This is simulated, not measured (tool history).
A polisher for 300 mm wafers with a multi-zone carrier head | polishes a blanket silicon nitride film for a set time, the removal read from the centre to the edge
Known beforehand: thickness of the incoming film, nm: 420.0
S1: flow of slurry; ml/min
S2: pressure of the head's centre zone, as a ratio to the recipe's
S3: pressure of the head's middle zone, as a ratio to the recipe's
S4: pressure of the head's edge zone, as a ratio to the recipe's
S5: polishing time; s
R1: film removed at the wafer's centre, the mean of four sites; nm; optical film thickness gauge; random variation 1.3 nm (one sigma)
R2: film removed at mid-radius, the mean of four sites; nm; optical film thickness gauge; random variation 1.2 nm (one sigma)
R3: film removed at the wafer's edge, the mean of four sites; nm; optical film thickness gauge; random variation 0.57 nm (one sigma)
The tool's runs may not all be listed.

Run 1, hour 0.0: S1 225 ml/min, S2 1.00, S3 1.00, S4 1.00, S5 42 s. Result: R1 68.109 nm, R2 64.282 nm, R3 66.741 nm.
Run 2, hour 6.6: S1 225 ml/min, S2 1.00, S3 0.96, S4 1.00, S5 42 s. Result: R1 68.156 nm, R2 65.459 nm, R3 66.555 nm.
Run 3, hour 13.0: S1 280 ml/min, S2 1.00, S3 0.96, S4 1.00, S5 42 s. Result: R1 69.285 nm, R2 66.278 nm, R3 68.831 nm.
Run 4, hour 16.4: S1 280 ml/min, S2 1.00, S3 0.96, S4 1.00, S5 34 s. Result: R1 55.796 nm, R2 53.662 nm, R3 54.598 nm.
Run 5, hour 18.9: S1 290 ml/min, S2 1.01, S3 1.01, S4 0.97, S5 37 s. Result: R1 62.273 nm, R2 60.870 nm, R3 58.173 nm.
Run 6, hour 26.2: S1 290 ml/min, S2 1.01, S3 1.06, S4 0.97, S5 37 s. Result: R1 61.576 nm, R2 62.942 nm, R3 58.815 nm.
Run 7, hour 29.9: S1 300 ml/min, S2 1.03, S3 1.08, S4 0.98, S5 39 s. Result: R1 66.745 nm, R2 67.945 nm, R3 62.739 nm.

What does the tool deliver on the next run?
Run 8, hour 32.9: S1 305 ml/min, S2 1.05, S3 1.10, S4 0.99, S5 40 s. Result: R1 ?, R2 ?, R3 ?.

{"run 8": {"R1": 69.368, "R2": 71.114, "R3": 64.925}}
